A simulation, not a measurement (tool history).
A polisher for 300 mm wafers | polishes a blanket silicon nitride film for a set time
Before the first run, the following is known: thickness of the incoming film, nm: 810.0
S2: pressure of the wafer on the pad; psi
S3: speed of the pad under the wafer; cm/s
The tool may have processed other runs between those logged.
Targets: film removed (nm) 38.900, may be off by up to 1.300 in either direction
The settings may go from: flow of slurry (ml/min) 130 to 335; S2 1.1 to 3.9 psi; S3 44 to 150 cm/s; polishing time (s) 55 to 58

{"run": 1, "hour": 0.0, "flow of slurry (ml/min)": 215, "S2": 2.5, "S3": 96, "polishing time (s)": 55, "film removed (nm)": 66.128}
{"run": 2, "hour": 1.5, "flow of slurry (ml/min)": 215, "S2": 2.2, "S3": 96, "polishing time (s)": 55, "film removed (nm)": 58.969}
{"run": 3, "hour": 8.3, "flow of slurry (ml/min)": 215, "S2": 2.6, "S3": 96, "polishing time (s)": 55, "film removed (nm)": 71.001}
{"run": 4, "hour": 8.9, "flow of slurry (ml/min)": 215, "S2": 2.6, "S3": 82, "polishing time (s)": 55, "film removed (nm)": 61.817}
{"run": 5, "hour": 12.5, "flow of slurry (ml/min)": 215, "S2": 2.4, "S3": 82, "polishing time (s)": 55, "film removed (nm)": 58.17}
{"run": 6, "hour": 20.2, "flow of slurry (ml/min)": 260, "S2": 2.4, "S3": 82, "polishing time (s)": 55, "film removed (nm)": 58.707}
{"run": 7, "hour": 23.9, "flow of slurry (ml/min)": 260, "S2": 2.2, "S3": 82, "polishing time (s)": 55, "film removed (nm)": 53.866}
{"run": 8, "hour": 27.0, "flow of slurry (ml/min)": 260, "S2": 2.0, "S3": 82, "polishing time (s)": 55, "film removed (nm)": 49.762}
{"run": 9, "hour": 35.4, "flow of slurry (ml/min)": 260, "S2": 1.9, "S3": 82, "polishing time (s)": 55, "film removed (nm)": 46.228}
{"run": 10, "hour": 36.7, "flow of slurry (ml/min)": 260, "S2": 1.8, "S3": 82, "polishing time (s)": 55, "film removed (nm)": 44.824}
{"run": 11, "hour": 39.5, "flow of slurry (ml/min)": 260, "S2": 1.7, "S3": 82, "polishing time (s)": 55, "film removed (nm)": 42.723}

Pick the move, out of 5, that brings all results within their allowed miss; only one does.
{"run": "A", "hour": 42.3, "flow of slurry (ml/min)": 290, "S2": 1.6, "S3": 74, "polishing time (s)": 57, "film removed (nm)": "?"}
{"run": "B", "hour": 42.3, "flow of slurry (ml/min)": 240, "S2": 1.8, "S3": 80, "polishing time (s)": 58, "film removed (nm)": "?"}
{"run": "C", "hour": 42.3, "flow of slurry (ml/min)": 275, "S2": 1.4, "S3": 84, "polishing time (s)": 55, "film removed (nm)": "?"}
{"run": "D", "hour": 42.3, "flow of slurry (ml/min)": 265, "S2": 2.2, "S3": 64, "polishing time (s)": 58, "film removed (nm)": "?"}
{"run": "E", "hour": 42.3, "flow of slurry (ml/min)": 225, "S2": 1.8, "S3": 92, "polishing time (s)": 56, "film removed (nm)": "?"}

move=A film_removed_(nm)=37.909
move=B film_removed_(nm)=44.937
move=C film_removed_(nm)=35.599
move=D film_removed_(nm)=45.899
move=E film_removed_(nm)=48.156
A: every result lands within tolerance
B: misses by more than the last run did
C: carries the result that was furthest off beyond its target, to the other side
D: misses by more than the last run did
E: misses by more than the last run did
Move A is the one to make.
